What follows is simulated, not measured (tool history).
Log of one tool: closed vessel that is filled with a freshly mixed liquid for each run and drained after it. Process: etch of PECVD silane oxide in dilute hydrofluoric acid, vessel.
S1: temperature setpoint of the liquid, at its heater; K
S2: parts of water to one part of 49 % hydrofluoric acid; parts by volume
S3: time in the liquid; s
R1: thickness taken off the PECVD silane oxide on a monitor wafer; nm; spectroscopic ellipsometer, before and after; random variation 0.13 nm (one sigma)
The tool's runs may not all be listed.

| run | hour | S1 | S2 | S3 | R1 |
|---|---|---|---|---|---|
| 1 | 0 | 296.15 | 215 | 570 | 56.334 |
| 2 | 1.4 | 294.65 | 230 | 570 | 48.736 |
| 3 | 6.4 | 293.65 | 240 | 570 | 44.946 |
| 4 | 9.3 | 293.65 | 265 | 570 | 39.662 |
| 5 | 16.5 | 292.65 | 270 | 570 | 37.391 |
| 6 | 20.5 | 292.65 | 270 | 570 | 37.272 |

The next listed run, before its measurement:
|  | 24.2 | hydrofluoric acid flow meter replaced |
| 7 | 24.2 | 292.15 | 275 | 570 | ? |

Run 7 gave R1 33.737 nm.
